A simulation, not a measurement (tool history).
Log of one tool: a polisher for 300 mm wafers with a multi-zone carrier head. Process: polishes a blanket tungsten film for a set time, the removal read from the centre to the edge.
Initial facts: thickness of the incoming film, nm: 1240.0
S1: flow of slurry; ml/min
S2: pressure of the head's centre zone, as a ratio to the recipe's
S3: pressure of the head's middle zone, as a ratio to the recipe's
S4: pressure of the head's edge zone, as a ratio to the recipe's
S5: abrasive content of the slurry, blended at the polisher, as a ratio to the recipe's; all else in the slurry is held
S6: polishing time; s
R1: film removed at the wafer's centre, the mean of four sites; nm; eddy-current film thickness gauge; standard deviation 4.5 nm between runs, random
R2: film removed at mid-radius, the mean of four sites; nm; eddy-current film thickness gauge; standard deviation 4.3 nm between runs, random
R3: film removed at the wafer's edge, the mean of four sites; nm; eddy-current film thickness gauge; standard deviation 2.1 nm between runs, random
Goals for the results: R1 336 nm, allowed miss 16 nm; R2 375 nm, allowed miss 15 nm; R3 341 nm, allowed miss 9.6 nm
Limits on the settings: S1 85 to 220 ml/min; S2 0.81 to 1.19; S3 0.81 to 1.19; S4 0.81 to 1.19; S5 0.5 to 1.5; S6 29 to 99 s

run,hour,S1,S2,S3,S4,S5,S6,R1,R2,R3
1,0,140,1,1,1,1,64,470.89,486.57,477.88
2,5.1,140,1,1.04,1,1,64,479.88,489.23,475.56
3,12.1,160,1,1.04,1,1,64,492.43,513.15,478.56
4,15.2,160,1,1.04,1,1.1,64,502.26,520.83,496.72
5,16.5,190,1,1.04,1,1.1,64,509.53,535.25,501.05
6,19.5,185,0.98,1.02,0.97,0.95,62,475.79,486.47,459.5
7,25.1,180,0.94,1.03,0.95,0.85,60,438.89,467.66,434.11
8,29,175,0.92,1.03,0.93,0.75,58,394.42,433.43,400.83

Next run, 4 choices. One meets every target within its allowed miss, the rest don't. Which?
A,32.9,220,1.03,1.08,0.86,1,60,?,?,?
B,32.9,165,0.9,1.03,0.89,0.9,48,?,?,?
C,32.9,175,0.84,1.09,0.93,0.75,70,?,?,?
D,32.9,170,1.16,0.94,0.84,0.8,56,?,?,?

move,R1,R2,R3
A,488.69,512.08,436.46
B,327.89,370.7,336.99
C,441.87,551.08,486.9
D,461.36,394.69,376
A: moves away from the targets compared with the last run
B: each result inside its tolerance
C: moves away from the targets compared with the last run
D: moves away from the targets compared with the last run
So the answer is move B, the one that meets all the targets.
